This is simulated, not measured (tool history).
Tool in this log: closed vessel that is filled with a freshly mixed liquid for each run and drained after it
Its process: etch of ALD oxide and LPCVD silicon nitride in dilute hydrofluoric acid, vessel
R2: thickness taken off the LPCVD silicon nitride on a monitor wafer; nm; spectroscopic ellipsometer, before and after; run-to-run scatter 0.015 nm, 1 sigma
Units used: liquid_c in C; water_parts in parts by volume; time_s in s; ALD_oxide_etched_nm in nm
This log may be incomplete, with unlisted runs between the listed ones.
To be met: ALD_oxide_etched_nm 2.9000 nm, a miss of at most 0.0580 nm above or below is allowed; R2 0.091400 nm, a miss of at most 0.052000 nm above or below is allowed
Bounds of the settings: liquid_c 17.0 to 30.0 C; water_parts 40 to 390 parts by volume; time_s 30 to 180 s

{"run": 1, "hour": 0.0, "liquid_c": 22.0, "water_parts": 215, "time_s": 90, "ALD_oxide_etched_nm": 7.8772, "R2": 0.25726}
{"run": 2, "hour": 3.2, "liquid_c": 20.5, "water_parts": 215, "time_s": 90, "ALD_oxide_etched_nm": 7.388, "R2": 0.18347}
{"run": 3, "hour": 7.0, "liquid_c": 20.0, "water_parts": 260, "time_s": 90, "ALD_oxide_etched_nm": 5.8213, "R2": 0.17586}
{"run": 4, "hour": 10.5, "liquid_c": 20.0, "water_parts": 260, "time_s": 105, "ALD_oxide_etched_nm": 6.7279, "R2": 0.15124}
{"run": 5, "hour": 12.1, "liquid_c": 20.0, "water_parts": 185, "time_s": 105, "ALD_oxide_etched_nm": 10.191, "R2": 0.35813}
{"run": 6, "hour": 19.9, "liquid_c": 20.0, "water_parts": 185, "time_s": 130, "ALD_oxide_etched_nm": 12.726, "R2": 0.47148}
{"run": 7, "hour": 26.1, "liquid_c": 19.5, "water_parts": 245, "time_s": 120, "ALD_oxide_etched_nm": 8.1654, "R2": 0.21318}
{"run": 8, "hour": 31.2, "liquid_c": 19.0, "water_parts": 285, "time_s": 115, "ALD_oxide_etched_nm": 6.3518, "R2": 0.13398}
{"run": 9, "hour": 38.0, "liquid_c": 19.0, "water_parts": 315, "time_s": 110, "ALD_oxide_etched_nm": 5.3359, "R2": 0.17928}
{"run": 10, "hour": 43.0, "liquid_c": 18.5, "water_parts": 335, "time_s": 105, "ALD_oxide_etched_nm": 4.6164, "R2": 0.14778}
{"run": 11, "hour": 51.1, "liquid_c": 18.0, "water_parts": 350, "time_s": 100, "ALD_oxide_etched_nm": 4.0985, "R2": 0.14038}
{"run": 12, "hour": 53.4, "liquid_c": 18.0, "water_parts": 360, "time_s": 95, "ALD_oxide_etched_nm": 3.7525, "R2": 0.13623}
{"run": 13, "hour": 56.3, "liquid_c": 17.5, "water_parts": 370, "time_s": 90, "ALD_oxide_etched_nm": 3.4051, "R2": 0.11624}
{"run": 14, "hour": 64.7, "liquid_c": 17.5, "water_parts": 375, "time_s": 90, "ALD_oxide_etched_nm": 3.3425, "R2": 0.13281}
{"run": 15, "hour": 70.9, "liquid_c": 17.5, "water_parts": 380, "time_s": 90, "ALD_oxide_etched_nm": 3.2521, "R2": 0.099928}
{"run": 16, "hour": 72.8, "liquid_c": 17.5, "water_parts": 385, "time_s": 90, "ALD_oxide_etched_nm": 3.2003, "R2": 0.11484}

Exercise: of the 5 proposed moves below, exactly one satisfies all targets within the stated allowed misses. Which move is it?
{"run": "A", "hour": 74.7, "liquid_c": 17.0, "water_parts": 390, "time_s": 100, "ALD_oxide_etched_nm": "?", "R2": "?"}
{"run": "B", "hour": 74.7, "liquid_c": 17.0, "water_parts": 375, "time_s": 80, "ALD_oxide_etched_nm": "?", "R2": "?"}
{"run": "C", "hour": 74.7, "liquid_c": 17.0, "water_parts": 255, "time_s": 65, "ALD_oxide_etched_nm": "?", "R2": "?"}
{"run": "D", "hour": 74.7, "liquid_c": 23.0, "water_parts": 385, "time_s": 80, "ALD_oxide_etched_nm": "?", "R2": "?"}
{"run": "E", "hour": 74.7, "liquid_c": 17.0, "water_parts": 255, "time_s": 55, "ALD_oxide_etched_nm": "?", "R2": "?"}

move=A ALD_oxide_etched_nm=3.4488 R2=0.114640
move=B ALD_oxide_etched_nm=2.9044 R2=0.095205
move=C ALD_oxide_etched_nm=3.8441 R2=0.111870
move=D ALD_oxide_etched_nm=3.4475 R2=0.133930
move=E ALD_oxide_etched_nm=3.2527 R2=0.094657
A: its largest miss is bigger than the last run's
B: every result lands within tolerance
C: its largest miss is bigger than the last run's
D: its largest miss is bigger than the last run's
E: its largest miss is bigger than the last run's
Correct choice: B, which meets every target

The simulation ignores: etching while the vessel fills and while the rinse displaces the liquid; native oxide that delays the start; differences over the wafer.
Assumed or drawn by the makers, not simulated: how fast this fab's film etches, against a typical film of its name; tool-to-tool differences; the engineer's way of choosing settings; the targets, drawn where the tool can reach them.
